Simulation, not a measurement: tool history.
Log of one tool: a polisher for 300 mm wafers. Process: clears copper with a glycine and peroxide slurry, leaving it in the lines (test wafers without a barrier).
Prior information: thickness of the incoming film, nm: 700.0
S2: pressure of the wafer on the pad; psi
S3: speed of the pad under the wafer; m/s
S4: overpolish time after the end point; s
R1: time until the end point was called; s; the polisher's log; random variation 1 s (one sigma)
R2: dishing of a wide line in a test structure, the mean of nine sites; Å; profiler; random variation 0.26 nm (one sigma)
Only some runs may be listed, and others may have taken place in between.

{"run": 1, "hour": 0.0, "flow of slurry (ml/min)": 230, "S2": 3.1, "S3": 0.78, "S4": 14, "R1": 189.25, "R2": 349.2}
{"run": 2, "hour": 4.3, "flow of slurry (ml/min)": 230, "S2": 3.2, "S3": 0.8, "S4": 13, "R1": 182.21, "R2": 331.93}
{"run": 3, "hour": 13.1, "flow of slurry (ml/min)": 260, "S2": 3.2, "S3": 0.8, "S4": 13, "R1": 179.14, "R2": 342.54}
{"run": 4, "hour": 20.4, "flow of slurry (ml/min)": 260, "S2": 3.2, "S3": 0.92, "S4": 13, "R1": 163.12, "R2": 370.16}
{"run": 5, "hour": 23.7, "flow of slurry (ml/min)": 260, "S2": 3.2, "S3": 0.92, "S4": 16, "R1": 160.34, "R2": 446.99}
{"run": 6, "hour": 29.4, "flow of slurry (ml/min)": 250, "S2": 3.3, "S3": 0.94, "S4": 15, "R1": 155.02, "R2": 433.64}
{"run": 7, "hour": 37.5, "flow of slurry (ml/min)": 250, "S2": 3.3, "S3": 0.94, "S4": 15, "R1": 152.87, "R2": 440.04}
{"run": 8, "hour": 42.0, "flow of slurry (ml/min)": 240, "S2": 3.3, "S3": 0.96, "S4": 14, "R1": 151.75, "R2": 416.72}
{"run": 9, "hour": 46.0, "flow of slurry (ml/min)": 230, "S2": 3.4, "S3": 0.96, "S4": 13, "R1": 153.97, "R2": 397.77}
{"run": 10, "hour": 49.9, "flow of slurry (ml/min)": 245, "S2": 3.4, "S3": 0.98, "S4": 12, "R1": 148.36, "R2": 378.77}
{"run": 11, "hour": 58.5, "flow of slurry (ml/min)": 255, "S2": 3.4, "S3": 1.0, "S4": 11, "R1": 142.91, "R2": 356.45}
{"run": 12, "hour": 61.5, "flow of slurry (ml/min)": 265, "S2": 3.4, "S3": 1.0, "S4": 10, "R1": 141.68, "R2": 335.4}
{"run": 13, "hour": 68.0, "flow of slurry (ml/min)": 330, "S2": 3.5, "S3": 1.06, "S4": 4, "R1": 131.34, "R2": 150.64}
{"run": 14, "hour": 70.4, "flow of slurry (ml/min)": 320, "S2": 3.5, "S3": 1.06, "S4": 4, "R1": 132.42, "R2": 151.55}
{"run": 15, "hour": 74.6, "flow of slurry (ml/min)": 310, "S2": 3.5, "S3": 1.06, "S4": 4, "R1": 131.37, "R2": 152.34}
{"run": 16, "hour": 82.3, "flow of slurry (ml/min)": 295, "S2": 3.5, "S3": 1.06, "S4": 4, "R1": 133.51, "R2": 154.26}
{"run": 17, "hour": 84.4, "flow of slurry (ml/min)": 285, "S2": 3.6, "S3": 1.06, "S4": 4, "R1": 130.35, "R2": 153.99}

What will run 18 give?
{"run": 18, "hour": 90.1, "flow of slurry (ml/min)": 280, "S2": 3.6, "S3": 1.08, "S4": 4, "R1": "?", "R2": "?"}

For run 18 the tool returned R1 126.44 s, R2 155.33 Å.
